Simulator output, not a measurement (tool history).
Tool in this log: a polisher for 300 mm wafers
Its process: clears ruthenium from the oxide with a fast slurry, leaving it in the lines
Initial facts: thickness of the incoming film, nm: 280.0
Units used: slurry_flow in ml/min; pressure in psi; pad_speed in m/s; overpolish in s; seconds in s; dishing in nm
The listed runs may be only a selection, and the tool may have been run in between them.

Run 1, hour 0: slurry_flow 160 ml/min, pressure 2.9 psi, pad_speed 1.14 m/s, slurry_solids 1, overpolish 29 s. Result: seconds 70.841 s, dishing 73.578 nm.
Run 2, hour 7.4: slurry_flow 170 ml/min, pressure 3.1 psi, pad_speed 1.14 m/s, slurry_solids 1, overpolish 24 s. Result: seconds 65.5 s, dishing 66.285 nm.
Run 3, hour 10.3: slurry_flow 170 ml/min, pressure 3.1 psi, pad_speed 1.14 m/s, slurry_solids 0.8, overpolish 24 s. Result: seconds 75.754 s, dishing 63.124 nm.
Run 4, hour 12.5: slurry_flow 170 ml/min, pressure 3.1 psi, pad_speed 1.14 m/s, slurry_solids 0.8, overpolish 17 s. Result: seconds 76.703 s, dishing 48.131 nm.
Run 5, hour 18.8: slurry_flow 170 ml/min, pressure 3.1 psi, pad_speed 1.14 m/s, slurry_solids 0.9, overpolish 17 s. Result: seconds 69.481 s, dishing 51.439 nm.
Run 6, hour 27.3: slurry_flow 175 ml/min, pressure 3.3 psi, pad_speed 1.14 m/s, slurry_solids 0.9, overpolish 18 s. Result: seconds 66.076 s, dishing 54.28 nm.

Estimate the outcome of run 7 from the log above:
Run 7, hour 30: slurry_flow 180 ml/min, pressure 3.5 psi, pad_speed 1.14 m/s, slurry_solids 0.9, overpolish 19 s. Result: seconds ?, dishing ?.

seconds: 61.875 s
dishing: 61.883 nm
